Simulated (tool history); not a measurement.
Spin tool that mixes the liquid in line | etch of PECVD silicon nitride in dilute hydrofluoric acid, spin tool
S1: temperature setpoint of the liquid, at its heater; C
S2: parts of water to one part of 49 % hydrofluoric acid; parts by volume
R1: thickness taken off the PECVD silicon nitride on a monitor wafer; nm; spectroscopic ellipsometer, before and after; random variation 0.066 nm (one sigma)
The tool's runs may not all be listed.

{"run": 1, "hour": 0.0, "S1": 21.0, "S2": 180, "time under the liquid (s)": 300, "R1": 5.4107}
{"run": 2, "hour": 1.0, "S1": 22.5, "S2": 180, "time under the liquid (s)": 300, "R1": 5.9711}
{"run": 3, "hour": 5.9, "S1": 22.5, "S2": 180, "time under the liquid (s)": 300, "R1": 5.953}
{"run": 4, "hour": 14.3, "S1": 22.5, "S2": 235, "time under the liquid (s)": 300, "R1": 4.567}
{"run": 5, "hour": 15.7, "S1": 22.5, "S2": 235, "time under the liquid (s)": 300, "R1": 4.6271}
{"run": 6, "hour": 19.3, "S1": 22.5, "S2": 265, "time under the liquid (s)": 300, "R1": 4.1085}
{"run": 7, "hour": 26.8, "S1": 24.0, "S2": 260, "time under the liquid (s)": 300, "R1": 4.556}
{"run": 8, "hour": 33.2, "S1": 25.0, "S2": 255, "time under the liquid (s)": 300, "R1": 4.9021}
{"run": 9, "hour": 38.0, "S1": 26.0, "S2": 250, "time under the liquid (s)": 300, "R1": 5.3395}
{"run": 10, "hour": 43.5, "S1": 26.5, "S2": 245, "time under the liquid (s)": 300, "R1": 5.685}

Forecast run 11:
{"run": 11, "hour": 45.2, "S1": 27.0, "S2": 245, "time under the liquid (s)": 300, "R1": "?"}

Run 11 gave R1 5.8188 nm.
